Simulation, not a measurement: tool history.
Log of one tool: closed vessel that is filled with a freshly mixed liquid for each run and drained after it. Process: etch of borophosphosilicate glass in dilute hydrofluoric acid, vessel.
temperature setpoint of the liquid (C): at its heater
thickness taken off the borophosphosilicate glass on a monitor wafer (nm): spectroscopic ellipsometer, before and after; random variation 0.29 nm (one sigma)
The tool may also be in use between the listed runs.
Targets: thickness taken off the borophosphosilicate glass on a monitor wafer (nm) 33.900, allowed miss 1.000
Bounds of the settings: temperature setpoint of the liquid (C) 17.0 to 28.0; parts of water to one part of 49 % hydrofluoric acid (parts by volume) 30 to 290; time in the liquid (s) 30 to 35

run,day,temperature setpoint of the liquid (C),parts of water to one part of 49 % hydrofluoric acid (parts by volume),time in the liquid (s),thickness taken off the borophosphosilicate glass on a monitor wafer (nm)
1,0.000,20.0,160,35,11.654
2,0.046,20.0,125,35,15.941
3,0.142,22.0,110,35,19.584
4,0.454,23.5,100,35,23.019
5,0.492,23.5,120,35,18.832
6,0.683,24.5,105,35,22.967
7,0.817,25.5,100,35,24.951
8,1.154,26.0,95,35,26.967

Which of these 4 next moves meets every target?
A,1.492,28.0,90,35,?
B,1.492,25.5,130,35,?
C,1.492,28.0,65,30,?
D,1.492,27.0,80,35,?

move,thickness taken off the borophosphosilicate glass on a monitor wafer (nm)
A,31.401
B,18.758
C,38.594
D,34.447
A: nearer than the last run, and not there yet
B: further off than the last run
C: takes the result that was furthest off past its target
D: meets every target
Move D is the one to make.
